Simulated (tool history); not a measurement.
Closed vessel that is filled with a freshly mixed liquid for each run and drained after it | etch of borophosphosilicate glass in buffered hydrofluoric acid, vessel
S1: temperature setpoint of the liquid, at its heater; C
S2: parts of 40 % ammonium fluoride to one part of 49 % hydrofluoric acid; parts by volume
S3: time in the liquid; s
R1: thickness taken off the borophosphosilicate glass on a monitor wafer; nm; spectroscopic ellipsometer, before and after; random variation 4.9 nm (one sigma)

Run 1, hour 0: S1 22 C, S2 12 parts by volume, S3 105 s. Result: R1 298.72 nm.
Run 2, hour 2.5: S1 22 C, S2 12 parts by volume, S3 105 s. Result: R1 297.49 nm.
Run 3, hour 8: S1 22 C, S2 12 parts by volume, S3 110 s. Result: R1 316.57 nm.
Run 4, hour 13.9: S1 23.5 C, S2 11 parts by volume, S3 110 s. Result: R1 368.69 nm.
Run 5, hour 19.2: S1 23.5 C, S2 14 parts by volume, S3 110 s. Result: R1 293.36 nm.
Run 6, hour 21.7: S1 25 C, S2 12.5 parts by volume, S3 110 s. Result: R1 353.15 nm.
Run 7, hour 28.2: S1 26 C, S2 11.5 parts by volume, S3 110 s. Result: R1 410.8 nm.
Run 8, hour 29.8: S1 27 C, S2 11 parts by volume, S3 110 s. Result: R1 446.56 nm.
Run 9, hour 36.5: S1 30 C, S2 7 parts by volume, S3 110 s. Result: R1 807.4 nm.
Run 10, hour 43.9: S1 30 C, S2 7 parts by volume, S3 110 s. Result: R1 790.69 nm.

Forecast run 11:
Run 11, hour 47.2: S1 29.5 C, S2 7 parts by volume, S3 110 s. Result: R1 ?.

R1: 780.95 nm
